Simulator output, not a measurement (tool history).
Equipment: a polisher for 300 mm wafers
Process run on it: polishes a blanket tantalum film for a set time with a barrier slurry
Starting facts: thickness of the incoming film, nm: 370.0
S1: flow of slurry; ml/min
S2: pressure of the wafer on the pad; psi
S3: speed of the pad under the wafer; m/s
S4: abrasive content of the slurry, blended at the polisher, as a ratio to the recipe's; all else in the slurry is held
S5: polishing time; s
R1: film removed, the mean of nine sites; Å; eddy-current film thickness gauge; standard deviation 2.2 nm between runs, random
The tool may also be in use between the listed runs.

run,hour,S1,S2,S3,S4,S5,R1
1,0.0,155,2.2,1.20,1.0,87,1574.2
2,5.2,155,2.2,0.98,1.0,87,1338.0
3,14.2,155,2.2,0.98,1.0,91,1417.1
4,17.5,160,2.3,0.98,1.0,91,1466.7
5,21.6,160,2.5,0.98,1.0,91,1572.8
6,29.2,160,2.6,0.98,1.0,91,1654.6
7,33.8,160,2.7,0.98,1.0,91,1701.9

Run 8 is up next; what results do you expect?
8,41.8,160,2.8,0.98,1.0,91,?

R1: 1754.8 Å
